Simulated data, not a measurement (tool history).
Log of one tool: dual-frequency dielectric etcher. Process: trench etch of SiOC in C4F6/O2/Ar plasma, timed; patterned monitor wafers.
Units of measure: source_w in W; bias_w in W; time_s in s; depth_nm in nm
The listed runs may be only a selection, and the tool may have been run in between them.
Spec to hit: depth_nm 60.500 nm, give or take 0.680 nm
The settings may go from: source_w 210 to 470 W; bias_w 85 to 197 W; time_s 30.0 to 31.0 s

run,hour,source_w,bias_w,time_s,depth_nm
1,0.0,340,141,30.0,53.266
2,5.9,360,142,30.0,54.522
3,13.6,330,142,30.0,52.514
4,18.4,350,143,30.0,53.795
5,21.4,300,143,30.0,50.165
6,23.1,360,143,30.0,54.744
7,24.5,370,143,30.0,55.468
8,27.7,380,143,30.0,56.182
9,32.9,390,143,30.0,57.214
10,41.5,400,143,30.0,57.801
11,43.4,410,143,30.0,58.285

Next run, 4 choices. One meets every target within its allowed miss, the rest don't. Which?
A,45.3,360,160,30.0,?
B,45.3,400,124,30.5,?
C,45.3,380,168,30.5,?
D,45.3,390,147,30.5,?

move,depth_nm
A,56.942
B,55.950
C,60.358
D,58.429
A: lands further from the targets than the last run did
B: lands further from the targets than the last run did
C: all results in spec
D: better than the last run, though not everything is in spec
So the answer is move C, the one that meets all the targets.

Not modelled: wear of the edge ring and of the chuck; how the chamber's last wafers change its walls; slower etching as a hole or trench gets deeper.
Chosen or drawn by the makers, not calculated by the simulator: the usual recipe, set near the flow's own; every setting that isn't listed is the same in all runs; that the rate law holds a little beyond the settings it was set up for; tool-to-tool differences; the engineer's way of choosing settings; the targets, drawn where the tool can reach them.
